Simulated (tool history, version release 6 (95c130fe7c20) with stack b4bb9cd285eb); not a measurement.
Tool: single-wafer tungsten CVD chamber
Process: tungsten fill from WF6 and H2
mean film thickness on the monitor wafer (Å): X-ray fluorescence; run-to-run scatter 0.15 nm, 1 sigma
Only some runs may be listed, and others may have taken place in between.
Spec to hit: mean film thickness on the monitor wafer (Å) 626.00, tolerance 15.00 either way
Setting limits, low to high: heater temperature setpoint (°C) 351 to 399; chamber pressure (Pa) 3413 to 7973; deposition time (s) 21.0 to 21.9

| run | hour | heater temperature setpoint (°C) | chamber pressure (Pa) | deposition time (s) | mean film thickness on the monitor wafer (Å) |
|---|---|---|---|---|---|
| 1 | 0.0 | 375 | 5693 | 21.9 | 506.90 |
| 2 | 8.2 | 375 | 5693 | 21.9 | 506.43 |
| 3 | 12.6 | 375 | 5693 | 21.9 | 505.22 |
| 4 | 15.3 | 375 | 5693 | 21.9 | 505.67 |
| 5 | 19.3 | 375 | 5693 | 21.0 | 484.79 |
| 6 | 27.5 | 375 | 4933 | 21.0 | 463.05 |
| 7 | 30.7 | 377 | 4946 | 21.0 | 484.45 |
| 8 | 39.5 | 379 | 4960 | 21.0 | 506.64 |
| 9 | 42.9 | 391 | 5040 | 21.0 | 662.46 |

Consider the 4 candidate settings below. Which is the only one whose results all fall within their allowed miss of target?
| A | 46.3 | 386 | 5813 | 21.9 | ? |
| B | 46.3 | 390 | 4573 | 21.0 | ? |
| C | 46.3 | 396 | 5240 | 21.0 | ? |
| D | 46.3 | 393 | 6146 | 21.0 | ? |

| move | mean film thickness on the monitor wafer (Å) |
|---|---|
| A | 655.30 |
| B | 630.82 |
| C | 748.48 |
| D | 743.33 |
A: closes in on the targets versus the last run, not all within tolerance yet
B: in spec on every target
C: misses by more than the last run did
D: misses by more than the last run did
Correct choice: B, which meets every target
